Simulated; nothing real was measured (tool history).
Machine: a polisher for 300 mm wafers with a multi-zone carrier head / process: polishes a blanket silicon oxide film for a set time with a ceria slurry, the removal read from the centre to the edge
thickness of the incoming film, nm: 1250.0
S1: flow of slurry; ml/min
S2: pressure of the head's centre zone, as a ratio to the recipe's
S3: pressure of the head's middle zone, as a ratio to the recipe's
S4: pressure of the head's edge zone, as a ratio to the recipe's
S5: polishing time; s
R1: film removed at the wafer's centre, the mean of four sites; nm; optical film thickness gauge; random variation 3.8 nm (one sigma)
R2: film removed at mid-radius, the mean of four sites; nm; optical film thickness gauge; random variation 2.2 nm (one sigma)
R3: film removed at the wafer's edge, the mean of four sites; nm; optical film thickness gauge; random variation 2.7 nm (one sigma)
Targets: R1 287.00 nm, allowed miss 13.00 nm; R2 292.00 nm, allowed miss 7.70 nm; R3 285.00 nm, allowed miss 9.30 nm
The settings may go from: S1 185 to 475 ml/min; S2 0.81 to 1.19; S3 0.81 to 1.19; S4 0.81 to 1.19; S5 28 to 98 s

{"run": 1, "hour": 0.0, "S1": 305, "S2": 1.0, "S3": 1.0, "S4": 1.0, "S5": 63, "R1": 189.22, "R2": 190.87, "R3": 190.75}
{"run": 2, "hour": 3.9, "S1": 310, "S2": 1.02, "S3": 1.03, "S4": 1.04, "S5": 68, "R1": 206.48, "R2": 210.6, "R3": 211.0}
{"run": 3, "hour": 8.3, "S1": 340, "S2": 1.02, "S3": 1.03, "S4": 1.04, "S5": 68, "R1": 211.85, "R2": 214.25, "R3": 212.05}
{"run": 4, "hour": 13.6, "S1": 340, "S2": 1.02, "S3": 1.03, "S4": 1.04, "S5": 62, "R1": 193.21, "R2": 196.21, "R3": 190.51}
{"run": 5, "hour": 17.5, "S1": 385, "S2": 1.02, "S3": 1.03, "S4": 1.04, "S5": 62, "R1": 191.48, "R2": 198.95, "R3": 191.51}
{"run": 6, "hour": 18.8, "S1": 385, "S2": 1.02, "S3": 1.03, "S4": 1.04, "S5": 53, "R1": 164.18, "R2": 168.13, "R3": 166.45}
{"run": 7, "hour": 22.2, "S1": 375, "S2": 1.03, "S3": 1.04, "S4": 1.06, "S5": 61, "R1": 186.25, "R2": 196.31, "R3": 193.09}
{"run": 8, "hour": 24.1, "S1": 370, "S2": 1.06, "S3": 1.05, "S4": 1.07, "S5": 67, "R1": 209.99, "R2": 216.47, "R3": 211.38}

Of the 5 settings listed for the next run, only one would bring every result within its allowed miss of target. Which one?
{"run": "A", "hour": 26.0, "S1": 315, "S2": 1.11, "S3": 0.93, "S4": 1.01, "S5": 58, "R1": "?", "R2": "?", "R3": "?"}
{"run": "B", "hour": 26.0, "S1": 225, "S2": 1.04, "S3": 0.81, "S4": 1.19, "S5": 58, "R1": "?", "R2": "?", "R3": "?"}
{"run": "C", "hour": 26.0, "S1": 380, "S2": 1.19, "S3": 1.0, "S4": 0.81, "S5": 45, "R1": "?", "R2": "?", "R3": "?"}
{"run": "D", "hour": 26.0, "S1": 340, "S2": 1.08, "S3": 1.09, "S4": 1.14, "S5": 88, "R1": "?", "R2": "?", "R3": "?"}
{"run": "E", "hour": 26.0, "S1": 400, "S2": 1.19, "S3": 0.97, "S4": 0.83, "S5": 47, "R1": "?", "R2": "?", "R3": "?"}

move=A R1=191.12 R2=167.45 R3=179.83
move=B R1=170.67 R2=143.66 R3=186.53
move=C R1=162.15 R2=140.26 R3=130.32
move=D R1=284.72 R2=291.87 R3=287.56
move=E R1=170.09 R2=143.44 R3=137.75
A: its largest miss is bigger than the last run's
B: its largest miss is bigger than the last run's
C: its largest miss is bigger than the last run's
D: in spec on every target
E: its largest miss is bigger than the last run's
Move D is the one to make.

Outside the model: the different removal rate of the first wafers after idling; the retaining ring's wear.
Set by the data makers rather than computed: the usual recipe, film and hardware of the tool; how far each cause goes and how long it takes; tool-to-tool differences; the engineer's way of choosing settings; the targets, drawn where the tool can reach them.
